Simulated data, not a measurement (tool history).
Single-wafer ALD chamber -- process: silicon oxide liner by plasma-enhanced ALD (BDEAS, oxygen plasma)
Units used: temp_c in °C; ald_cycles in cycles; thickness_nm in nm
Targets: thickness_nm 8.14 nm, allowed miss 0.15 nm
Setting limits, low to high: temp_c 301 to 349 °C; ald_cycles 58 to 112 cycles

run	hour	temp_c	ald_cycles	thickness_nm
1	0	325	85	7.3012
2	6	325	74	6.3736
3	8.7	325	78	6.6859
4	13.5	325	81	6.9676
5	20.1	325	83	7.1731
6	28.9	330	83	7.0832
7	37	329	85	7.2602
8	40.7	328	87	7.4615

5 candidate next runs follow, results not yet known. Just one meets every target within its allowed miss. Identify it.
A	44.4	334	100	?
B	44.4	339	97	?
C	44.4	328	98	?
D	44.4	331	92	?
E	44.4	327	91	?

move	thickness_nm
A	8.4862
B	8.1626
C	8.4001
D	7.8466
E	7.8131
A: pushes the last run's worst result past its target
B: meets every target
C: pushes the last run's worst result past its target
D: an improvement on the last run, though not all results are within tolerance
E: an improvement on the last run, though not all results are within tolerance
Move B is the one to make.
